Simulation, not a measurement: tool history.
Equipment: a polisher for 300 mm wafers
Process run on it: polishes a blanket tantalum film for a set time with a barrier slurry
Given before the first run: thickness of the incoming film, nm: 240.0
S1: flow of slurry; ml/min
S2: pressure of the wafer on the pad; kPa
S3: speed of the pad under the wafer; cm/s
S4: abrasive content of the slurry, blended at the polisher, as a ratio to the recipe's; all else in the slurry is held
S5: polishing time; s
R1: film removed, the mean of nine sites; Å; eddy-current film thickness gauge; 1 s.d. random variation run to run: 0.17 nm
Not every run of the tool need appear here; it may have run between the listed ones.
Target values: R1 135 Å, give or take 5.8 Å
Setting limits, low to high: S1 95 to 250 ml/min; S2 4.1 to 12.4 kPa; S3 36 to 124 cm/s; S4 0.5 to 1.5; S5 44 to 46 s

run 1 hour=0 | S1=160 S2=8.3 S3=80 S4=1 S5=44 | R1=364.41
run 2 hour=6.4 | S1=160 S2=7.6 S3=74 S4=1 S5=44 | R1=319.52
run 3 hour=12.4 | S1=155 S2=6.9 S3=68 S4=1 S5=44 | R1=264.86
run 4 hour=19.6 | S1=155 S2=6.9 S3=60 S4=1 S5=44 | R1=238.46
run 5 hour=20.4 | S1=155 S2=6.2 S3=60 S4=1 S5=44 | R1=215.03
run 6 hour=24.2 | S1=190 S2=6.2 S3=60 S4=1 S5=44 | R1=223.8
run 7 hour=29.5 | S1=190 S2=6.2 S3=58 S4=1 S5=44 | R1=224.76
run 8 hour=31.8 | S1=185 S2=6.2 S3=56 S4=1 S5=44 | R1=217.98
run 9 hour=40.7 | S1=180 S2=6.2 S3=54 S4=1 S5=44 | R1=204.6
run 10 hour=43.9 | S1=175 S2=6.2 S3=52 S4=1 S5=44 | R1=200.13
run 11 hour=51.9 | S1=170 S2=6.2 S3=50 S4=1 S5=44 | R1=189.36
run 12 hour=54.2 | S1=165 S2=6.2 S3=50 S4=1 S5=44 | R1=191.05
run 13 hour=55.2 | S1=160 S2=6.2 S3=50 S4=1 S5=44 | R1=191.56
-- hour=56.2 worn pad replaced by a new one
run 14 hour=56.2 | S1=155 S2=4.8 S3=46 S4=1 S5=44 | R1=150.39

Of the 4 settings listed for the next run, only one would bring every result within its allowed miss of target. Which one?
run A hour=57.2 | S1=130 S2=6.9 S3=38 S4=0.75 S5=46 | R1=?
run B hour=57.2 | S1=185 S2=6.2 S3=36 S4=0.65 S5=44 | R1=?
run C hour=57.2 | S1=145 S2=5.5 S3=36 S4=0.95 S5=44 | R1=?
run D hour=57.2 | S1=200 S2=4.1 S3=38 S4=1 S5=45 | R1=?

move=A R1=167.85
move=B R1=144.06
move=C R1=136.8
move=D R1=121.2
A: further off than the last run
B: better than the last run, though not everything is in spec
C: every result lands within tolerance
D: pushes the last run's worst result past its target
Correct choice: C, which meets every target
